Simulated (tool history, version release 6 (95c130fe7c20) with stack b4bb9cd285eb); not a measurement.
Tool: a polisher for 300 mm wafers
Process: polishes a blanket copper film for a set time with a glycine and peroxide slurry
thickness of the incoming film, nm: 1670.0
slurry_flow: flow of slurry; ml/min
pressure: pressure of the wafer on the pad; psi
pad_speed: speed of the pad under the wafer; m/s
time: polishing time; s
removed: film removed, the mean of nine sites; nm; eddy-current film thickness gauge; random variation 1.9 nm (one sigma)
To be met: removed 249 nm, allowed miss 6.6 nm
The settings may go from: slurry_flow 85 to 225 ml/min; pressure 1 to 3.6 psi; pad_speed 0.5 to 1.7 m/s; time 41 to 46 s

run 1 day=0 | slurry_flow=145 pressure=2.3 pad_speed=1.1 time=46 | removed=215.8
run 2 day=0.038 | slurry_flow=155 pressure=2.4 pad_speed=1.1 time=46 | removed=224.51
run 3 day=0.254 | slurry_flow=160 pressure=2.5 pad_speed=1.1 time=46 | removed=227.26
run 4 day=0.512 | slurry_flow=160 pressure=2.6 pad_speed=1.1 time=46 | removed=233.72
run 5 day=0.833 | slurry_flow=160 pressure=2.6 pad_speed=1.1 time=41 | removed=207.79
run 6 day=0.971 | slurry_flow=160 pressure=2.2 pad_speed=1.1 time=41 | removed=191.63
run 7 day=1.129 | slurry_flow=160 pressure=2.4 pad_speed=1.1 time=41 | removed=199.02
run 8 day=1.221 | slurry_flow=160 pressure=2.6 pad_speed=1.1 time=41 | removed=208.02
run 9 day=1.362 | slurry_flow=160 pressure=2.6 pad_speed=1.1 time=41 | removed=206.9
run 10 day=1.554 | slurry_flow=195 pressure=3.1 pad_speed=1.1 time=41 | removed=241.91

4 next moves are on the table. One of them brings every result within its allowed miss. Which?
run A day=1.746 | slurry_flow=215 pressure=2.7 pad_speed=1.14 time=45 | removed=?
run B day=1.746 | slurry_flow=205 pressure=2.9 pad_speed=1 time=43 | removed=?
run C day=1.746 | slurry_flow=180 pressure=2.7 pad_speed=1.24 time=41 | removed=?
run D day=1.746 | slurry_flow=200 pressure=3.1 pad_speed=1.04 time=41 | removed=?

move=A removed=247.45
move=B removed=228.21
move=C removed=230.56
move=D removed=230.51
A: meets every target
B: further off than the last run
C: further off than the last run
D: further off than the last run
The right move is A.
